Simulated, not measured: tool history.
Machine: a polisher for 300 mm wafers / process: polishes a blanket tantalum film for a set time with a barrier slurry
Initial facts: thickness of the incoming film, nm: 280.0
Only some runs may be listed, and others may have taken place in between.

| run | day | flow of slurry (ml/min) | pressure of the wafer on the pad (kPa) | speed of the pad under the wafer (cm/s) | abrasive content of the slurry | polishing time (s) | film removed (angstrom) |
|---|---|---|---|---|---|---|---|
| 1 | 0.000 | 190 | 11.0 | 106 | 1.0 | 45 | 599.04 |
| 2 | 0.096 | 190 | 9.7 | 104 | 1.0 | 45 | 530.99 |
| 3 | 0.204 | 190 | 9.7 | 104 | 1.0 | 41 | 480.70 |
| 4 | 0.433 | 205 | 9.7 | 104 | 1.0 | 41 | 500.03 |
| 5 | 0.775 | 200 | 8.3 | 104 | 1.0 | 41 | 426.56 |
| 6 | 0.933 | 200 | 8.3 | 104 | 1.2 | 41 | 454.30 |
| 7 | 1.050 | 200 | 7.6 | 104 | 1.2 | 41 | 417.33 |
| 8 | 1.354 | 195 | 6.9 | 104 | 1.2 | 41 | 379.25 |
| 9 | 1.683 | 185 | 6.9 | 104 | 1.2 | 41 | 380.92 |
| 10 | 1.888 | 180 | 6.9 | 104 | 1.2 | 41 | 380.90 |
| 11 | 2.033 | 180 | 6.2 | 104 | 1.2 | 41 | 350.55 |

Run 12 has not been measured yet. What should we expect?
|  | 2.388 | head pressure recalibrated |
| 12 | 2.388 | 175 | 6.2 | 104 | 1.2 | 41 | ? |

Logged for run 12: film removed (angstrom) 384.01.
